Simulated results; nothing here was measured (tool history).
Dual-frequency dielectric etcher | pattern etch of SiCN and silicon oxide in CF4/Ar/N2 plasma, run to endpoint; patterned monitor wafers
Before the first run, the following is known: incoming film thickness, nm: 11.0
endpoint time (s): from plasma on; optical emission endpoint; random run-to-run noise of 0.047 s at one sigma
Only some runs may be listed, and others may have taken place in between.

{"run": 1, "hour": 0.0, "source power (W)": 550, "bias power (W)": 71, "Ar flow (sccm)": 87, "CF4 flow (sccm)": 60, "endpoint time (s)": 10.855}
{"run": 2, "hour": 1.6, "source power (W)": 530, "bias power (W)": 71, "Ar flow (sccm)": 87, "CF4 flow (sccm)": 60, "endpoint time (s)": 11.251}
{"run": 3, "hour": 4.0, "source power (W)": 520, "bias power (W)": 71, "Ar flow (sccm)": 87, "CF4 flow (sccm)": 60, "endpoint time (s)": 11.361}
{"run": 4, "hour": 9.6, "source power (W)": 520, "bias power (W)": 71, "Ar flow (sccm)": 80, "CF4 flow (sccm)": 60, "endpoint time (s)": 11.206}
{"run": 5, "hour": 14.3, "source power (W)": 600, "bias power (W)": 71, "Ar flow (sccm)": 80, "CF4 flow (sccm)": 60, "endpoint time (s)": 9.9405}
{"run": 6, "hour": 22.5, "source power (W)": 570, "bias power (W)": 71, "Ar flow (sccm)": 80, "CF4 flow (sccm)": 60, "endpoint time (s)": 10.432}
{"run": 7, "hour": 23.9, "source power (W)": 550, "bias power (W)": 71, "Ar flow (sccm)": 80, "CF4 flow (sccm)": 60, "endpoint time (s)": 10.66}
{"run": 8, "hour": 28.5, "source power (W)": 530, "bias power (W)": 71, "Ar flow (sccm)": 80, "CF4 flow (sccm)": 60, "endpoint time (s)": 11.087}
{"run": 9, "hour": 30.1, "source power (W)": 510, "bias power (W)": 71, "Ar flow (sccm)": 80, "CF4 flow (sccm)": 60, "endpoint time (s)": 11.391}
{"run": 10, "hour": 31.4, "source power (W)": 510, "bias power (W)": 71, "Ar flow (sccm)": 80, "CF4 flow (sccm)": 60, "endpoint time (s)": 11.425}
{"run": 11, "hour": 32.5, "source power (W)": 500, "bias power (W)": 71, "Ar flow (sccm)": 80, "CF4 flow (sccm)": 60, "endpoint time (s)": 11.683}
{"run": 12, "hour": 33.2, "source power (W)": 490, "bias power (W)": 71, "Ar flow (sccm)": 80, "CF4 flow (sccm)": 60, "endpoint time (s)": 11.896}
{"run": 13, "hour": 39.1, "source power (W)": 480, "bias power (W)": 71, "Ar flow (sccm)": 80, "CF4 flow (sccm)": 60, "endpoint time (s)": 11.983}

For run 14, what comes out?
{"run": 14, "hour": 47.2, "source power (W)": 470, "bias power (W)": 71, "Ar flow (sccm)": 80, "CF4 flow (sccm)": 60, "endpoint time (s)": "?"}

{"run 14": {"endpoint time (s)": 12.219}}
